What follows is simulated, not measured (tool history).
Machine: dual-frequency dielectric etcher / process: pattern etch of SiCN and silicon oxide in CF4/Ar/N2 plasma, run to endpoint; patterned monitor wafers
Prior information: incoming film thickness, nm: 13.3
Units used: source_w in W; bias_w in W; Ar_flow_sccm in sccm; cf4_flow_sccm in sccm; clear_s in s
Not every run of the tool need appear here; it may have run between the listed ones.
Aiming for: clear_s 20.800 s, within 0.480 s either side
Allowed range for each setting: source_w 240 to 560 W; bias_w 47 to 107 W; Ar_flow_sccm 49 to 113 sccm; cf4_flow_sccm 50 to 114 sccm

run,hour,source_w,bias_w,Ar_flow_sccm,cf4_flow_sccm,clear_s
1,0.0,400,77,81,82,15.191
2,5.4,400,77,92,82,15.328
3,7.1,460,77,92,82,13.588
4,10.4,460,86,92,82,13.226
5,11.0,460,75,92,82,13.689
6,13.8,460,65,92,82,14.076
7,22.2,380,60,94,81,17.145
8,28.0,370,60,94,81,17.538
9,34.3,290,58,95,81,21.850

Exactly one of the 5 candidate moves below puts every result within its allowed miss. Which one?
A,40.6,300,62,99,96,?
B,40.6,280,60,94,78,?
C,40.6,280,48,103,73,?
D,40.6,290,56,110,87,?
E,40.6,270,56,88,71,?

move,clear_s
A,20.709
B,22.531
C,24.070
D,22.365
E,23.645
A: every result lands within tolerance
B: misses by more than the last run did
C: misses by more than the last run did
D: misses by more than the last run did
E: misses by more than the last run did
A meets every target.
